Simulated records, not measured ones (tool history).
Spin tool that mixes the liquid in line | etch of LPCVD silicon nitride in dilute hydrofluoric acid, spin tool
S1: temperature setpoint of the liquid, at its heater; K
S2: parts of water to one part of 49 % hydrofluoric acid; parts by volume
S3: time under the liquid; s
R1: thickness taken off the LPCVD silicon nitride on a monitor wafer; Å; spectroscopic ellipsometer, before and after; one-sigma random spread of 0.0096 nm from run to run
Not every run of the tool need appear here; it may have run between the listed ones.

run 1 hour=0.0 | S1=298.15 S2=140 S3=35 | R1=1.2477
run 2 hour=1.2 | S1=298.15 S2=120 S3=35 | R1=1.4428
run 3 hour=7.2 | S1=294.65 S2=120 S3=35 | R1=1.1475
run 4 hour=12.1 | S1=295.65 S2=115 S3=35 | R1=1.1821
run 5 hour=16.4 | S1=296.65 S2=110 S3=35 | R1=1.3840
run 6 hour=18.5 | S1=297.65 S2=105 S3=35 | R1=1.5705

Expected results for the next run?
run 7 hour=26.4 | S1=298.15 S2=100 S3=35 | R1=?

Run 7 gave R1 1.6507 Å.
